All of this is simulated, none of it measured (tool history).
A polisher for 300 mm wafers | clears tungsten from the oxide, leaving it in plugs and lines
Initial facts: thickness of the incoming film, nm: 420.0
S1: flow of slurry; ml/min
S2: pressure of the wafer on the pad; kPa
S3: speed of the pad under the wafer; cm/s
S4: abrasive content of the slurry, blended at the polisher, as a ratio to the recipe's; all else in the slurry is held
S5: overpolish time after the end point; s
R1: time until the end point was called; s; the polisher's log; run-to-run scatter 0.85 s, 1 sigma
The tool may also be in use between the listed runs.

| run | hour | S1 | S2 | S3 | S4 | S5 | R1 |
|---|---|---|---|---|---|---|---|
| 1 | 0.0 | 140 | 25.5 | 92 | 1.0 | 45 | 81.177 |
| 2 | 4.9 | 155 | 25.5 | 92 | 1.0 | 45 | 81.079 |
| 3 | 13.1 | 155 | 25.5 | 92 | 0.8 | 45 | 86.042 |
| 4 | 14.5 | 155 | 27.6 | 92 | 0.8 | 45 | 79.383 |
| 5 | 21.6 | 155 | 29.0 | 92 | 0.8 | 45 | 74.633 |
| 6 | 29.4 | 155 | 29.0 | 92 | 0.8 | 45 | 77.458 |
| 7 | 37.8 | 155 | 31.0 | 92 | 0.8 | 45 | 69.079 |
| 8 | 41.8 | 155 | 31.7 | 92 | 0.8 | 45 | 68.566 |

Run 9 comes next. What will it give?
| 9 | 48.5 | 155 | 32.4 | 92 | 0.8 | 45 | ? |

Run 9 yielded R1 67.599 s.
